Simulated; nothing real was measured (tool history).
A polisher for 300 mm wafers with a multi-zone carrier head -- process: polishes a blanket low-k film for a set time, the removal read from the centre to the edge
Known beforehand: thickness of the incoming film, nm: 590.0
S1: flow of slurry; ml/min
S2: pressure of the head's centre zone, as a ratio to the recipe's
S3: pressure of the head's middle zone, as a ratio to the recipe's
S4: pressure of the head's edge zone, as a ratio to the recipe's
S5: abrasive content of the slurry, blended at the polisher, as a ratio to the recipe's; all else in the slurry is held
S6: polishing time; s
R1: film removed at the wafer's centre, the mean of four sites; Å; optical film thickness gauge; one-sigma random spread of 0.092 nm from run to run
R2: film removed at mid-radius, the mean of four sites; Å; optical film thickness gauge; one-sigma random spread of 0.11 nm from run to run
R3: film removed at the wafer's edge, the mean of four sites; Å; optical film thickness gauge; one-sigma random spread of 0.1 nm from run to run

run 1 hour=0.0 | S1=255 S2=1.00 S3=1.00 S4=1.00 S5=1.00 S6=35 | R1=131.120 R2=121.920 R3=129.160
run 2 hour=7.2 | S1=255 S2=1.00 S3=1.00 S4=1.00 S5=1.00 S6=41 | R1=153.190 R2=142.680 R3=151.440
run 3 hour=14.3 | S1=290 S2=1.00 S3=1.00 S4=1.00 S5=1.00 S6=41 | R1=158.990 R2=147.810 R3=153.220
run 4 hour=19.6 | S1=285 S2=0.97 S3=0.98 S4=0.97 S5=0.85 S6=40 | R1=138.160 R2=126.160 R3=132.850
run 5 hour=28.5 | S1=285 S2=0.97 S3=0.95 S4=0.97 S5=0.85 S6=40 | R1=136.450 R2=124.730 R3=133.160
run 6 hour=30.3 | S1=285 S2=0.97 S3=0.90 S4=0.97 S5=0.85 S6=40 | R1=136.660 R2=121.080 R3=132.610
run 7 hour=37.3 | S1=275 S2=0.93 S3=0.90 S4=0.94 S5=0.75 S6=40 | R1=122.630 R2=110.230 R3=123.420
run 8 hour=37.8 | S1=275 S2=0.93 S3=0.90 S4=0.94 S5=0.75 S6=40 | R1=122.500 R2=111.140 R3=122.860
run 9 hour=44.9 | S1=280 S2=0.90 S3=0.91 S4=0.91 S5=0.70 S6=40 | R1=112.990 R2=106.110 R3=114.150
run 10 hour=45.6 | S1=275 S2=0.88 S3=0.91 S4=0.89 S5=0.70 S6=40 | R1=114.960 R2=104.140 R3=112.870
run 11 hour=49.4 | S1=270 S2=0.81 S3=0.98 S4=0.93 S5=0.50 S6=38 | R1=77.323 R2=80.184 R3=83.962
run 12 hour=50.0 | S1=305 S2=0.86 S3=0.99 S4=0.97 S5=0.70 S6=38 | R1=109.020 R2=108.590 R3=112.390
run 13 hour=57.0 | S1=290 S2=0.86 S3=0.99 S4=0.96 S5=0.70 S6=38 | R1=107.270 R2=107.410 R3=111.260
run 14 hour=62.6 | S1=275 S2=0.86 S3=0.99 S4=0.95 S5=0.70 S6=38 | R1=105.600 R2=105.990 R3=107.780
run 15 hour=68.0 | S1=255 S2=0.86 S3=0.98 S4=0.95 S5=0.70 S6=38 | R1=102.970 R2=105.290 R3=112.010
run 16 hour=74.9 | S1=245 S2=0.87 S3=0.98 S4=0.93 S5=0.70 S6=38 | R1=106.560 R2=103.500 R3=108.310

Predict the results of run 17:
run 17 hour=75.8 | S1=245 S2=0.86 S3=0.98 S4=0.93 S5=0.70 S6=38 | R1=? R2=? R3=?

R1: 105.040 Å
R2: 104.470 Å
R3: 106.990 Å
